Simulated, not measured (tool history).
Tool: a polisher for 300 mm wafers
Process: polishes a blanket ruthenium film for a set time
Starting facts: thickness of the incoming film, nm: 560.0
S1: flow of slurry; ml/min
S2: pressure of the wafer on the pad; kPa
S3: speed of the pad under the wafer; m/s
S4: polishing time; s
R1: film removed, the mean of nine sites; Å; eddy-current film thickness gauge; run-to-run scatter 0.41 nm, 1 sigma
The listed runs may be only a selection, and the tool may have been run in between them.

run 1 hour=0.0 | S1=140 S2=11.7 S3=1.24 S4=113 | R1=1114.20
run 2 hour=7.6 | S1=105 S2=11.7 S3=1.24 S4=113 | R1=1036.20
run 3 hour=11.6 | S1=125 S2=11.7 S3=1.24 S4=113 | R1=1072.40
run 4 hour=18.6 | S1=125 S2=11.7 S3=1.24 S4=119 | R1=1151.80
run 5 hour=26.0 | S1=125 S2=11.7 S3=1.48 S4=119 | R1=1358.90
run 6 hour=28.6 | S1=125 S2=11.7 S3=1.48 S4=119 | R1=1367.20
run 7 hour=30.9 | S1=120 S2=9.7 S3=1.24 S4=118 | R1=929.27
run 8 hour=34.6 | S1=115 S2=8.3 S3=1.10 S4=117 | R1=718.07
run 9 hour=37.6 | S1=110 S2=7.6 S3=1.00 S4=117 | R1=591.56

Run 10 comes next. What will it give?
run 10 hour=44.7 | S1=105 S2=6.9 S3=0.96 S4=117 | R1=?

R1: 513.75 Å

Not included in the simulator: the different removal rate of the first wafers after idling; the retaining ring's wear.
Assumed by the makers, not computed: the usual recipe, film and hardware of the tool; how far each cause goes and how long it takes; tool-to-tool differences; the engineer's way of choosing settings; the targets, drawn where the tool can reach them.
